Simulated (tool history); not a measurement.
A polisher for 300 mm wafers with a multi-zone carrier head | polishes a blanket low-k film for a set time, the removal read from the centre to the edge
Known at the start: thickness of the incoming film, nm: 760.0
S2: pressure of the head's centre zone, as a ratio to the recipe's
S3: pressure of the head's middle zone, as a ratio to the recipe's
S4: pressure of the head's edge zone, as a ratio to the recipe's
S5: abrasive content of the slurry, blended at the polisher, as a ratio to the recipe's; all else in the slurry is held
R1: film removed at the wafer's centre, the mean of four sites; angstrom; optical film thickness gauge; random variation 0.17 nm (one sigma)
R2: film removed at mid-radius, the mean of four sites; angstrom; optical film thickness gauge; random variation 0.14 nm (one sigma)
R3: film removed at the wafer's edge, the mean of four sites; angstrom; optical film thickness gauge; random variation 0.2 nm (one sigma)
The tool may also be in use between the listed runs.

{"run": 1, "hour": 0.0, "flow of slurry (ml/min)": 255, "S2": 1.0, "S3": 1.0, "S4": 1.0, "S5": 1.0, "polishing time (s)": 52, "R1": 236.57, "R2": 236.08, "R3": 233.85}
{"run": 2, "hour": 1.4, "flow of slurry (ml/min)": 280, "S2": 1.0, "S3": 1.0, "S4": 1.0, "S5": 1.0, "polishing time (s)": 52, "R1": 245.62, "R2": 231.77, "R3": 235.14}
{"run": 3, "hour": 8.4, "flow of slurry (ml/min)": 280, "S2": 1.0, "S3": 1.03, "S4": 1.0, "S5": 1.0, "polishing time (s)": 52, "R1": 241.61, "R2": 243.11, "R3": 238.05}
{"run": 4, "hour": 15.7, "flow of slurry (ml/min)": 280, "S2": 1.0, "S3": 1.03, "S4": 1.0, "S5": 1.0, "polishing time (s)": 47, "R1": 219.55, "R2": 219.25, "R3": 214.89}
{"run": 5, "hour": 22.1, "flow of slurry (ml/min)": 305, "S2": 1.0, "S3": 1.03, "S4": 1.0, "S5": 1.0, "polishing time (s)": 47, "R1": 223.67, "R2": 219.31, "R3": 211.51}
{"run": 6, "hour": 24.8, "flow of slurry (ml/min)": 310, "S2": 0.99, "S3": 1.01, "S4": 1.0, "S5": 0.95, "polishing time (s)": 46, "R1": 209.73, "R2": 207.89, "R3": 205.71}
{"run": 7, "hour": 33.7, "flow of slurry (ml/min)": 315, "S2": 1.0, "S3": 0.99, "S4": 1.0, "S5": 0.9, "polishing time (s)": 45, "R1": 199.99, "R2": 193.92, "R3": 196.13}
{"run": 8, "hour": 39.4, "flow of slurry (ml/min)": 320, "S2": 1.01, "S3": 0.97, "S4": 0.99, "S5": 0.85, "polishing time (s)": 44, "R1": 199.08, "R2": 183.95, "R3": 188.09}
{"run": 9, "hour": 44.7, "flow of slurry (ml/min)": 325, "S2": 1.01, "S3": 0.96, "S4": 0.98, "S5": 0.8, "polishing time (s)": 43, "R1": 181.56, "R2": 174.92, "R3": 180.41}
{"run": 10, "hour": 49.7, "flow of slurry (ml/min)": 330, "S2": 1.02, "S3": 0.95, "S4": 0.97, "S5": 0.75, "polishing time (s)": 42, "R1": 179.32, "R2": 166.12, "R3": 169.1}
{"run": 11, "hour": 50.7, "flow of slurry (ml/min)": 290, "S2": 0.92, "S3": 0.85, "S4": 0.92, "S5": 0.5, "polishing time (s)": 40, "R1": 123.27, "R2": 113.33, "R3": 126.57}

Forecast run 12:
{"run": 12, "hour": 54.9, "flow of slurry (ml/min)": 295, "S2": 0.93, "S3": 0.85, "S4": 0.92, "S5": 0.5, "polishing time (s)": 40, "R1": "?", "R2": "?", "R3": "?"}

Run 12 gave R1 125.00 angstrom, R2 114.97 angstrom, R3 123.96 angstrom.
